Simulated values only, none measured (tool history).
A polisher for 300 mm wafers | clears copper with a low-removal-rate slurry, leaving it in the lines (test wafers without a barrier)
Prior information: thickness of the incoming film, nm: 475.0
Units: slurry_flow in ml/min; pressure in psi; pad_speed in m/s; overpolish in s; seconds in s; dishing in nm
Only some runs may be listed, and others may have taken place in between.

run  hour  slurry_flow  pressure  pad_speed  slurry_solids  overpolish  seconds  dishing
  1   0.0          195       2.8       1.12            1.0          23   171.46   41.024
  2   6.7          195       2.8       1.12            1.0          14   172.01   26.920
  3  11.2          195       2.8       1.12            1.0           7   175.23   14.097
  4  14.4          190       2.6       1.12            1.0          10   184.43   18.498
  5  16.0          190       2.4       1.10            1.0          12   206.84   19.919
  6  21.6          190       2.3       1.10            1.0          14   213.08   22.227
  7  22.1          160       1.5       1.06            1.0          25   336.57   24.162
  8  27.7          170       1.5       1.06            1.0          26   339.28   25.470
  9  35.0          175       1.5       1.06            1.0          27   340.18   26.391
 10  38.6          175       1.5       1.06            1.0          28   334.88   26.741
 11  40.2          175       1.5       1.06            1.0          28   336.52   27.231

Run 12 has not been measured yet. What should we expect?
 12  42.2          175       1.5       1.06            1.0          29        ?        ?

{"run 12": {"seconds": 333.6, "dishing": 28.291}}

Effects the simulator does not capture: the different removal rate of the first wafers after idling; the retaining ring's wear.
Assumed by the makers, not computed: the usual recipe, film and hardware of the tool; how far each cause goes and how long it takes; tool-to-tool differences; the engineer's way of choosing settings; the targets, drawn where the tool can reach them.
